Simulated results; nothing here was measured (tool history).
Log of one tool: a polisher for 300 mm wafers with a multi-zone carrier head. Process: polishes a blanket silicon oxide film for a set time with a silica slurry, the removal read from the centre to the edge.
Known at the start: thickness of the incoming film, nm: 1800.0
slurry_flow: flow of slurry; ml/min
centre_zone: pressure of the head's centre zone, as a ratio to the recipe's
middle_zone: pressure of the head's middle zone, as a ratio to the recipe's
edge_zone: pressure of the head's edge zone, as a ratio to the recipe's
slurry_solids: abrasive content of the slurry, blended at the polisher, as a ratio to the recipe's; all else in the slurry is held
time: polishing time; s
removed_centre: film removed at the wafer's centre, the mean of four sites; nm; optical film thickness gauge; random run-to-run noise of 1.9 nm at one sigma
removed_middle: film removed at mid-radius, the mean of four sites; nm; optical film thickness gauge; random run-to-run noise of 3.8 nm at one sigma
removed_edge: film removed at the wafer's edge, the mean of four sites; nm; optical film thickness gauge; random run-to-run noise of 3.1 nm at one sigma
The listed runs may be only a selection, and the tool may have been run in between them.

run  hour  slurry_flow  centre_zone  middle_zone  edge_zone  slurry_solids  time  removed_centre  removed_middle  removed_edge
  1   0.0          170         1.00         1.00       1.00           1.00    76          250.92          251.14        263.42
  2   8.4          170         1.00         1.00       1.00           1.00    94          311.81          310.85        329.99
  3  15.2          170         1.08         1.00       1.00           1.00    94          337.42          307.97        321.07
  4  16.2          170         1.06         1.02       0.98           0.95    93          321.10          311.50        314.00
  5  18.7          170         1.06         1.02       0.98           0.95   102          352.20          333.66        343.21
  6  22.8          170         1.05         1.04       0.97           0.90   100          338.88          328.64        330.64

For run 7, what comes out?
  7  26.4          170         1.03         1.06       0.96           0.85    98               ?               ?             ?

removed_centre: 318.44 nm
removed_middle: 330.81 nm
removed_edge: 312.74 nm

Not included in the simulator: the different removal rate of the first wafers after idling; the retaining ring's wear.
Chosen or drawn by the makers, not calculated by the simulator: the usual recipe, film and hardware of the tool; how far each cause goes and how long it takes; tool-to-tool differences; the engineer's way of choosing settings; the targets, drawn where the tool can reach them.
